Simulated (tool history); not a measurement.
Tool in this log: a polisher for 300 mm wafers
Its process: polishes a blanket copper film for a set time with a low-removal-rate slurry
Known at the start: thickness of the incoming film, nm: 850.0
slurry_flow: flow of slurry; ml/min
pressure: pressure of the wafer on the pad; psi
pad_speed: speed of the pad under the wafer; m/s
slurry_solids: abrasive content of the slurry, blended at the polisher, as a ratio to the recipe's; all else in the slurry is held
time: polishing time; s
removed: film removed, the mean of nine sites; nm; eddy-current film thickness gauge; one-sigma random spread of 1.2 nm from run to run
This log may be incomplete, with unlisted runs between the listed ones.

run  hour  slurry_flow  pressure  pad_speed  slurry_solids  time  removed
  1   0.0          250       2.9       0.84            1.0    70   142.68
  2   4.7          250       2.9       0.84            1.2    70   146.89
  3   8.3          250       2.9       0.96            1.2    70   169.04
  4  16.2          195       2.9       0.96            1.2    70   164.17
  5  18.8          195       2.9       1.16            1.2    70   197.80
  6  23.7          195       2.9       1.04            1.2    70   178.59
  7  29.0          200       2.9       1.04            1.2    70   179.09
  8  34.6          205       2.9       1.04            1.2    70   178.56
  9  42.8          210       2.9       1.04            1.2    70   181.29
 10  48.0          215       2.9       1.04            1.2    70   179.45
 11  49.6          220       2.9       1.04            1.2    70   179.12
 12  53.7          225       2.9       1.04            1.2    70   179.64

Expected results for the next run?
 13  62.2          230       2.9       1.04            1.2    70        ?

{"run 13": {"removed": 180.8}}
